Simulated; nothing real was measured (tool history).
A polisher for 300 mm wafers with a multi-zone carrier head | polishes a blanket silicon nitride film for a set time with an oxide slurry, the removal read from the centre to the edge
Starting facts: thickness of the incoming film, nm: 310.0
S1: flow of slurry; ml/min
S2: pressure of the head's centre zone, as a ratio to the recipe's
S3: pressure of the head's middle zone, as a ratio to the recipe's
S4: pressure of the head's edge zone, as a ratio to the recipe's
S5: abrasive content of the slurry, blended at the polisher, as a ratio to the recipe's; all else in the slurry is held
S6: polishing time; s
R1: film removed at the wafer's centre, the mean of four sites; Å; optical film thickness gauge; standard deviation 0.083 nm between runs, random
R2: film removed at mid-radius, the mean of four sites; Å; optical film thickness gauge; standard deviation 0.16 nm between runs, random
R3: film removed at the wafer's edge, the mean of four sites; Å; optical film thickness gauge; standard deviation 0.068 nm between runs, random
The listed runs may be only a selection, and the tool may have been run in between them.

run	hour	S1	S2	S3	S4	S5	S6	R1	R2	R3
1	0.0	245	1.00	1.00	1.00	1.00	51	196.93	207.32	209.69
2	3.5	245	1.00	1.00	0.95	1.00	51	194.42	208.65	203.65
3	10.2	235	0.97	0.97	0.92	0.85	47	157.07	164.38	164.24
4	19.2	220	0.92	0.95	0.89	0.75	46	132.85	150.36	142.99
# hour 25.9: edge zone pressure recalibrated
5	25.9	220	0.97	0.95	0.89	0.75	46	138.57	141.82	137.64
6	30.1	160	0.97	0.95	0.89	0.75	46	128.62	139.14	132.48
7	31.7	160	0.93	0.91	0.88	0.70	46	118.96	126.89	125.29

Expected results for the next run?
8	35.2	155	0.90	0.89	0.86	0.70	46	?	?	?

{"run 8": {"R1": 116.44, "R2": 121.32, "R3": 123.13}}
